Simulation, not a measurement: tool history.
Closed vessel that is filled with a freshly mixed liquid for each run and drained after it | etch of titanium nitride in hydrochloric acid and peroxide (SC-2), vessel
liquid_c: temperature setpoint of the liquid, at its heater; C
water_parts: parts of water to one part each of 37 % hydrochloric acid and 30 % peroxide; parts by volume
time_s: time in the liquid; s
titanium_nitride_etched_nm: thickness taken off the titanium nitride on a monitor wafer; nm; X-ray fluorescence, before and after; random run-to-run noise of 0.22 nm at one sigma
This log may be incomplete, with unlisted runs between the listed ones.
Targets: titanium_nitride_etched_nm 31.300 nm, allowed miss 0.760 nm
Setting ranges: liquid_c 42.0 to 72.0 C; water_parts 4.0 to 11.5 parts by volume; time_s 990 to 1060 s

run,hour,liquid_c,water_parts,time_s,titanium_nitride_etched_nm
1,0.0,58.0,6.5,990,34.505
2,8.9,57.5,6.5,990,33.257
3,12.3,57.5,6.5,990,33.074
4,13.4,57.0,6.5,990,32.422
5,20.8,57.0,6.5,1060,34.449
6,23.3,57.0,5.5,1060,39.297
7,26.2,56.0,5.5,1060,36.844
8,28.7,56.0,5.5,1060,37.021
9,33.3,55.5,5.5,1060,35.221
10,39.0,55.0,5.5,1060,34.595
11,47.1,54.5,5.5,1060,33.326
12,54.4,54.0,5.5,1060,32.504

5 candidate next runs follow, results not yet known. Just one meets every target within its allowed miss. Identify it.
A,61.7,51.5,4.0,1055,?
B,61.7,55.0,6.0,1035,?
C,61.7,54.5,5.0,1030,?
D,61.7,54.5,5.0,990,?
E,61.7,55.5,5.5,1000,?

move,titanium_nitride_etched_nm
A,33.981
B,31.429
C,34.606
D,33.262
E,33.453
A: misses by more than the last run did
B: all results land within tolerance of their targets
C: misses by more than the last run did
D: misses by more than the last run did
E: misses by more than the last run did
The right move is B.
